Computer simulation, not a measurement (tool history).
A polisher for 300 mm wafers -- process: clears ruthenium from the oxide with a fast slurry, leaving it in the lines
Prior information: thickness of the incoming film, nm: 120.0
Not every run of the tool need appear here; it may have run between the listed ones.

| run | day | flow of slurry (ml/min) | pressure of the wafer on the pad (psi) | speed of the pad under the wafer (cm/s) | abrasive content of the slurry | overpolish time after the end point (s) | time until the end point was called (s) | dishing of a wide line in a test structure (angstrom) |
|---|---|---|---|---|---|---|---|---|
| 1 | 0.000 | 265 | 2.5 | 102 | 1.0 | 22 | 28.107 | 758.59 |
| 2 | 0.279 | 265 | 2.4 | 102 | 1.0 | 20 | 29.902 | 665.55 |
| 3 | 0.492 | 265 | 2.3 | 102 | 1.0 | 18 | 30.399 | 590.12 |
| 4 | 0.779 | 265 | 2.2 | 102 | 1.0 | 17 | 31.961 | 524.77 |
| 5 | 1.154 | 265 | 2.7 | 102 | 1.0 | 17 | 26.313 | 656.07 |
| 6 | 1.396 | 265 | 3.1 | 102 | 1.0 | 17 | 23.149 | 716.98 |
| 7 | 1.417 | 265 | 2.9 | 102 | 1.0 | 16 | 24.402 | 626.79 |

The next listed run, before its measurement:
| 8 | 1.717 | 265 | 2.7 | 102 | 1.0 | 15 | ? | ? |

Logged for run 8: time until the end point was called (s) 26.703, dishing of a wide line in a test structure (angstrom) 588.05.
